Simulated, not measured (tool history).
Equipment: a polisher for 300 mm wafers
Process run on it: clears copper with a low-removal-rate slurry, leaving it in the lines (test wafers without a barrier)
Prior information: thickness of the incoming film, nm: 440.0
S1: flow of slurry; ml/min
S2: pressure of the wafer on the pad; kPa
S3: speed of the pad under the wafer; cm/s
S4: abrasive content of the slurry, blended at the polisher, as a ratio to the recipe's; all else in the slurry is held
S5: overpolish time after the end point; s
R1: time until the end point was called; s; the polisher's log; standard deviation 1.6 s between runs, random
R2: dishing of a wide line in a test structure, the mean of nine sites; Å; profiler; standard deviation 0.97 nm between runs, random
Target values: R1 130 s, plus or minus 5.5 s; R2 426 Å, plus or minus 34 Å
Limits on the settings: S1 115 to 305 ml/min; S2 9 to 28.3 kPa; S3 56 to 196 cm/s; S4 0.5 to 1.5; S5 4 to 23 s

run    day   S1    S2   S3   S4  S5      R1      R2
  1      0  195  18.6  126    1  12  98.802  388.84
  2  0.362  195  18.6  126    1   9  95.145  306.24
  3   0.65  195  18.6  126  1.2   9   94.42  301.77
  4  0.858  190  17.2  126  1.2  11  102.03     334
  5  1.075  190  17.2  150  1.2  11  86.079  390.24
  6  1.333  190  17.2  150  1.2  14  88.885  460.78
  7  1.675  185  15.2  150  1.2  15   98.99   453.4
  8  2.046  180  13.8  150  1.2  16   107.6  426.23
  9  2.317  175  13.1  150  1.2  17   114.2   448.1

Which single option among these 4 for the next run brings every result within its allowed miss of target? Just one does.
  A  2.588  210  13.1  116   1.1  20   ?   ?
  B  2.588  160  14.5  120  1.25  18   ?   ?
  C  2.588  175   9.7  156  1.25  16   ?   ?
  D  2.588  190  13.8  118   1.4  15   ?   ?

move      R1      R2
   A  144.09  434.02
   B  129.46  437.33
   C  147.22  345.16
   D  132.21  365.45
A: takes the biggest miss from the last run beyond its target
B: all results land within tolerance of their targets
C: takes the biggest miss from the last run beyond its target
D: brings the last run's worst result on target, with another outside its allowed miss
B is the move that brings every result within its allowed miss.
